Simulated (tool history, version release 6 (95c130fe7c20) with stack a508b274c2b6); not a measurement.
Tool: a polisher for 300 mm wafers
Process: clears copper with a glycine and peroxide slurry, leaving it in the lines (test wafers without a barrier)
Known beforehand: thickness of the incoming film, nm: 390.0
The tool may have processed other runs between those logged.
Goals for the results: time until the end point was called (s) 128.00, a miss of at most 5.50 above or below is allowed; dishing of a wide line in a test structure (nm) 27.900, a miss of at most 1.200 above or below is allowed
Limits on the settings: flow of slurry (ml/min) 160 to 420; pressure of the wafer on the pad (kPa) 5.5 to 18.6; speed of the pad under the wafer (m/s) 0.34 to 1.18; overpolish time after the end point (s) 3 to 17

run	hour	flow of slurry (ml/min)	pressure of the wafer on the pad (kPa)	speed of the pad under the wafer (m/s)	overpolish time after the end point (s)	time until the end point was called (s)	dishing of a wide line in a test structure (nm)
1	0.0	270	11.7	0.76	9	155.55	16.604
2	8.8	270	12.4	0.76	10	154.29	19.177
3	13.5	270	12.4	0.76	8	147.78	15.313
4	18.9	270	13.1	0.76	9	147.67	17.531
5	22.1	270	13.8	0.76	10	145.01	19.792
6	29.0	270	13.8	0.76	8	145.33	16.162
7	31.2	270	14.5	0.78	9	139.66	18.562
8	35.3	270	15.2	0.80	10	133.83	21.201
9	42.9	270	15.9	0.80	11	129.45	23.610
10	47.5	270	15.9	0.80	11	130.65	23.725
11	50.5	270	15.9	0.80	12	129.61	26.006

Exactly one of the 5 candidate moves below puts every result within its allowed miss. Which one?
A	53.5	245	15.9	0.76	12	?	?
B	53.5	275	17.9	0.78	10	?	?
C	53.5	235	15.2	0.80	12	?	?
D	53.5	255	17.2	0.76	13	?	?
E	53.5	270	16.5	0.90	11	?	?

move	time until the end point was called (s)	dishing of a wide line in a test structure (nm)
A	135.80	24.943
B	122.78	23.157
C	134.75	25.084
D	129.07	28.066
E	115.70	26.538
A: lands further from the targets than the last run did
B: lands further from the targets than the last run did
C: lands further from the targets than the last run did
D: each result inside its tolerance
E: lands further from the targets than the last run did
The right move is D.
